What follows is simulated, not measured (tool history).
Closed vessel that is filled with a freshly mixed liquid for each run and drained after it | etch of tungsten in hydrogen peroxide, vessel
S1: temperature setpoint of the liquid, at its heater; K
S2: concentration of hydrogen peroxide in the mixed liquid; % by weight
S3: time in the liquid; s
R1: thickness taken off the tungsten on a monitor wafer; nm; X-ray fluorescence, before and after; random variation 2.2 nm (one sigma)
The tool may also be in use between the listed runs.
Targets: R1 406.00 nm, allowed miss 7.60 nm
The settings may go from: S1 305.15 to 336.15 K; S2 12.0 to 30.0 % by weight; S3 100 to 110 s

run    day      S1    S2   S3      R1
  1  0.000  320.15  21.5  100  235.48
  2  0.329  320.15  24.5  100  249.81
  3  0.504  320.15  24.5  100  249.60
  4  0.846  320.15  22.5  100  240.70
  5  0.892  322.65  22.5  100  282.57
  6  1.258  324.15  22.5  100  307.53
  7  1.633  325.65  22.5  100  335.78
  8  1.942  326.65  22.5  100  359.77
  9  2.250  326.65  22.5  100  359.17

Which of these 4 next moves meets every target?
  A  2.558  328.15  22.5  110   ?
  B  2.558  329.65  20.5  100   ?
  C  2.558  328.15  24.0  105   ?
  D  2.558  327.15  20.5  110   ?

move      R1
   A  432.34
   B  409.88
   C  426.22
   D  388.86
A: takes the result that was furthest off past its target
B: meets every target
C: takes the result that was furthest off past its target
D: nearer than the last run, and not there yet
Move B is the one to make.

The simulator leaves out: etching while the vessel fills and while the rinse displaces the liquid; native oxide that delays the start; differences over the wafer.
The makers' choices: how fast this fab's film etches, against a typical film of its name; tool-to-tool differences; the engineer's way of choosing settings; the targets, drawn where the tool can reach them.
